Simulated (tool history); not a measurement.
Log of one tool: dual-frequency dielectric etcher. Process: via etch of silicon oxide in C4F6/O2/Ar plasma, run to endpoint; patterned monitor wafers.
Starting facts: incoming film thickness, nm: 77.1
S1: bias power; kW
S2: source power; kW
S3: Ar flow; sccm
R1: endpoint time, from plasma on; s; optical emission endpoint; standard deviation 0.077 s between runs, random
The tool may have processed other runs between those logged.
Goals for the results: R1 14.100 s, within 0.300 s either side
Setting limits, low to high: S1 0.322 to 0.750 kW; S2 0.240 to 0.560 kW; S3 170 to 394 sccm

| run | day | S1 | S2 | S3 | R1 |
|---|---|---|---|---|---|
| 1 | 0.000 | 0.536 | 0.400 | 282 | 16.439 |
| 2 | 0.146 | 0.536 | 0.440 | 282 | 15.668 |
| 3 | 0.283 | 0.577 | 0.450 | 281 | 15.193 |
| 4 | 0.579 | 0.516 | 0.450 | 281 | 15.676 |
| 5 | 0.779 | 0.562 | 0.460 | 280 | 15.097 |
| 6 | 1.079 | 0.562 | 0.460 | 245 | 14.882 |
| 7 | 1.212 | 0.585 | 0.460 | 244 | 14.529 |
| 8 | 1.275 | 0.597 | 0.460 | 244 | 14.526 |

Below are 5 possible settings for the next run. Only one of them brings all results inside the allowed miss of their targets. Which is it?
| A | 1.338 | 0.485 | 0.540 | 201 | ? |
| B | 1.338 | 0.611 | 0.440 | 267 | ? |
| C | 1.338 | 0.593 | 0.460 | 284 | ? |
| D | 1.338 | 0.602 | 0.440 | 232 | ? |
| E | 1.338 | 0.622 | 0.430 | 224 | ? |

| move | R1 |
|---|---|
| A | 13.903 |
| B | 14.686 |
| C | 14.618 |
| D | 14.517 |
| E | 14.453 |
A: in spec on every target
B: moves away from the targets compared with the last run
C: moves away from the targets compared with the last run
D: roughly where the last run was
E: closes in on the targets versus the last run, not all within tolerance yet
So the answer is move A, the one that meets all the targets.
